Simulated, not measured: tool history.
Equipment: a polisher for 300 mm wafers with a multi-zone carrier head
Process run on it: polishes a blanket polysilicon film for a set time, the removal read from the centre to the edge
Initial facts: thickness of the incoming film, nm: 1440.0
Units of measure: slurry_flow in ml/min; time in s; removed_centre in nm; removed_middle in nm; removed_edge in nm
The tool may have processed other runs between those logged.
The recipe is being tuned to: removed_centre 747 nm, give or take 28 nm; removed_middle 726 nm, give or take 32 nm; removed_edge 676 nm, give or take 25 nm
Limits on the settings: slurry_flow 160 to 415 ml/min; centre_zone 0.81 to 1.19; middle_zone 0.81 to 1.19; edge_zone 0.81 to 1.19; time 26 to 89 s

run,hour,slurry_flow,centre_zone,middle_zone,edge_zone,time,removed_centre,removed_middle,removed_edge
1,0,265,1,1,1,57,533.05,546.25,560.5
2,6.5,300,1,1,1,57,536.53,569.04,552.75
3,8.7,255,1,1,1,57,526.89,548.99,549.01
4,13.8,265,1.04,1.03,1.02,59,578.92,571.91,573.9
5,18.7,300,1.04,1.03,1.02,59,578.73,596.02,569.45
6,20.1,300,1.04,1.03,1.02,52,512.13,524.32,504.28
7,27.7,300,1.06,1.04,1.02,56,559.63,573.68,545.15
8,32.9,300,1.08,1.05,1.03,59,599.59,609.88,577.92
9,36.7,300,1.1,1.06,1.04,61,644.25,637.83,611.48
10,37.4,305,1.12,1.07,1.05,62,655.44,651.18,616.72
11,42.7,315,1.18,1.09,1.06,69,763.67,722.36,693.59
12,50.9,315,1.18,1.09,1.05,69,774.07,728.59,689.3

Exercise: of the 5 proposed moves below, exactly one satisfies all targets within the stated allowed misses. Which move is it?
A,59.1,330,1.19,1.05,1.05,71,?,?,?
B,59.1,315,1.14,1.04,1.07,72,?,?,?
C,59.1,305,1.03,1.13,1,72,?,?,?
D,59.1,335,1.19,1.03,1.02,70,?,?,?
E,59.1,270,1.18,1.14,1.09,68,?,?,?

move,removed_centre,removed_middle,removed_edge
A,798.68,729.55,708.93
B,771.97,730.86,721.51
C,695.04,782.66,701.9
D,788.49,708.6,692.7
E,742.34,734.76,676.88
A: misses by more than the last run did
B: corrects the largest miss of the last run, while another result sits out of spec
C: pushes the last run's worst result past its target
D: misses by more than the last run did
E: all results land within tolerance of their targets
Correct choice: E, which meets every target
